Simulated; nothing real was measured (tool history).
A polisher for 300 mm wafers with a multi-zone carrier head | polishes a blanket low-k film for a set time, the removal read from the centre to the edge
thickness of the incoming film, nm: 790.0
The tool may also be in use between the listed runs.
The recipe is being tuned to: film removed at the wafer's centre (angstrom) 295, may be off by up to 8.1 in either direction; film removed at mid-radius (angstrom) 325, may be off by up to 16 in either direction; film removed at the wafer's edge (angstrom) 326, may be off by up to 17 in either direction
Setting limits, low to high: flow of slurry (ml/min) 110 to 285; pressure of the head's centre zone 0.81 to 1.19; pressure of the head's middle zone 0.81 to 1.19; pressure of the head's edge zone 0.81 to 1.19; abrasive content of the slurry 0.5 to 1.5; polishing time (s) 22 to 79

| run | hour | flow of slurry (ml/min) | pressure of the head's centre zone | pressure of the head's middle zone | pressure of the head's edge zone | abrasive content of the slurry | polishing time (s) | film removed at the wafer's centre (angstrom) | film removed at mid-radius (angstrom) | film removed at the wafer's edge (angstrom) |
|---|---|---|---|---|---|---|---|---|---|---|
| 1 | 0 | 180 | 1 | 1 | 1 | 1 | 50 | 193.55 | 194.67 | 195.83 |
| 2 | 8.6 | 185 | 1 | 1.03 | 1.05 | 1.15 | 53 | 221.91 | 228.82 | 236.12 |
| 3 | 12.6 | 185 | 1 | 1.03 | 1.11 | 1.15 | 53 | 224.39 | 235.94 | 240.62 |
| 4 | 20.3 | 195 | 1.01 | 1.06 | 1.13 | 1.25 | 54 | 242.54 | 249.04 | 258.5 |
| 5 | 24.8 | 195 | 1.01 | 1.03 | 1.13 | 1.25 | 54 | 240.54 | 246.25 | 262.83 |
| 6 | 28.2 | 200 | 1.01 | 1.07 | 1.14 | 1.35 | 56 | 259.95 | 271.03 | 284.38 |
| 7 | 29.3 | 205 | 1.01 | 1.1 | 1.15 | 1.4 | 57 | 269 | 298.75 | 290.07 |
| 8 | 34.7 | 230 | 1 | 1.06 | 1.19 | 1.5 | 59 | 286.58 | 304.04 | 312.7 |

Consider the 4 candidate settings below. Which is the only one whose results all fall within their allowed miss of target?
| A | 40.1 | 130 | 0.94 | 0.81 | 1.19 | 1.5 | 70 | ? | ? | ? |
| B | 40.1 | 190 | 0.99 | 0.93 | 1.19 | 1.45 | 63 | ? | ? | ? |
| C | 40.1 | 210 | 0.98 | 1.07 | 1.14 | 1.25 | 67 | ? | ? | ? |
| D | 40.1 | 165 | 0.97 | 0.94 | 1.19 | 1.3 | 66 | ? | ? | ? |

| move | film removed at the wafer's centre (angstrom) | film removed at mid-radius (angstrom) | film removed at the wafer's edge (angstrom) |
|---|---|---|---|
| A | 294.79 | 267.83 | 355.77 |
| B | 293.07 | 281.4 | 328.12 |
| C | 293.14 | 319.27 | 321.75 |
| D | 280.9 | 278.27 | 323.14 |
A: its largest miss is bigger than the last run's
B: its largest miss is bigger than the last run's
C: in spec on every target
D: its largest miss is bigger than the last run's
Correct choice: C, which meets every target

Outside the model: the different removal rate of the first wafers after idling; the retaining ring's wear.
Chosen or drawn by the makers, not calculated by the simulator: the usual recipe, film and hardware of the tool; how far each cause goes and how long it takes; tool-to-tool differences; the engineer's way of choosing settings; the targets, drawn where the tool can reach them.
